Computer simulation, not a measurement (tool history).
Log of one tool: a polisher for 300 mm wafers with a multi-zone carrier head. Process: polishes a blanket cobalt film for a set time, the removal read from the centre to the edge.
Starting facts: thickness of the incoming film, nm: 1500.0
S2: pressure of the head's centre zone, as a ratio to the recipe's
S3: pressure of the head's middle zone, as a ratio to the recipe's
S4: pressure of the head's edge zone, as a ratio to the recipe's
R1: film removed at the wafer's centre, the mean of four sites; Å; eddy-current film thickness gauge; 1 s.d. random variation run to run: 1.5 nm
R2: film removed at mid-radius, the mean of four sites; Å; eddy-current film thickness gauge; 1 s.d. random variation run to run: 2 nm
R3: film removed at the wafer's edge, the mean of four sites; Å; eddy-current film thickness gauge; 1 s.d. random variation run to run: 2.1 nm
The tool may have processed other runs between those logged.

run 1 hour=0 | flow_of_slurry_(ml/min)=240 S2=1 S3=1 S4=1 polishing_time_(s)=65 | R1=2263 R2=2579 R3=2511.7
run 2 hour=1.7 | flow_of_slurry_(ml/min)=240 S2=1 S3=1.06 S4=1 polishing_time_(s)=65 | R1=2255.7 R2=2695.2 R3=2460.4
run 3 hour=7.1 | flow_of_slurry_(ml/min)=240 S2=1 S3=1.06 S4=0.92 polishing_time_(s)=65 | R1=2273.1 R2=2633.7 R3=2418.9
run 4 hour=16 | flow_of_slurry_(ml/min)=240 S2=1 S3=1.13 S4=0.92 polishing_time_(s)=65 | R1=2267.9 R2=2823.5 R3=2364.2
run 5 hour=25 | flow_of_slurry_(ml/min)=240 S2=1 S3=1.1 S4=0.92 polishing_time_(s)=65 | R1=2307 R2=2721 R3=2403.7
run 6 hour=27.3 | flow_of_slurry_(ml/min)=240 S2=1 S3=1.1 S4=0.95 polishing_time_(s)=65 | R1=2284.3 R2=2786.6 R3=2463.1
run 7 hour=31.3 | flow_of_slurry_(ml/min)=235 S2=1.03 S3=1.04 S4=0.91 polishing_time_(s)=62 | R1=2200.3 R2=2530.8 R3=2322.4
run 8 hour=34.5 | flow_of_slurry_(ml/min)=235 S2=1.03 S3=1.04 S4=0.91 polishing_time_(s)=62 | R1=2218.2 R2=2519.1 R3=2277.1
run 9 hour=42.2 | flow_of_slurry_(ml/min)=235 S2=1.07 S3=0.96 S4=0.88 polishing_time_(s)=60 | R1=2267.2 R2=2274.9 R3=2208.6

What does the tool deliver on the next run?
run 10 hour=46.8 | flow_of_slurry_(ml/min)=230 S2=1.09 S3=0.93 S4=0.86 polishing_time_(s)=58 | R1=? R2=? R3=?

Logged for run 10: R1 2206.8 Å, R2 2184.3 Å, R3 2093.7 Å.
